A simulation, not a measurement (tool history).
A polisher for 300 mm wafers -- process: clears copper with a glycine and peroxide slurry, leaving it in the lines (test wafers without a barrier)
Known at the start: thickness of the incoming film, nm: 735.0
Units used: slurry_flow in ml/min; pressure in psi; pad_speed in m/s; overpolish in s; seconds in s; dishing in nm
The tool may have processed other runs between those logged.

run    day  slurry_flow  pressure  pad_speed  overpolish  seconds  dishing
  1      0          225       3.2        0.9           9    130.6   35.526
  2  0.088          220       2.7        0.9          10   149.17   34.846
  3  0.446          260       2.7        0.9          10   144.78    35.38
  4  0.779          260       2.7        0.9           7   144.17    25.78
  5  1.104          245       2.4       0.88           9   156.97   30.712
     1.125  -- slurry nozzle cleaned
  6  1.125          240       2.1       0.86          10   159.23   32.377
  7  1.196          240       1.9       0.78          11   178.23    32.37
  8  1.362          235       1.8       0.76          12   185.98   34.301
  9  1.679          230       1.7       0.74          12   196.07   32.425
 10  1.971          220       1.7       0.74          12   198.36   31.925
 11  2.071          215       1.7       0.74          12   195.52    32.01
 12  2.221          215       1.6       0.74          12   201.18   31.746
 13  2.267          210       1.6       0.74          12   199.18   31.146

What does the tool deliver on the next run?
 14  2.383          215       1.6       0.74          12        ?        ?

Run 14 gave seconds 198.63 s, dishing 32.202 nm.

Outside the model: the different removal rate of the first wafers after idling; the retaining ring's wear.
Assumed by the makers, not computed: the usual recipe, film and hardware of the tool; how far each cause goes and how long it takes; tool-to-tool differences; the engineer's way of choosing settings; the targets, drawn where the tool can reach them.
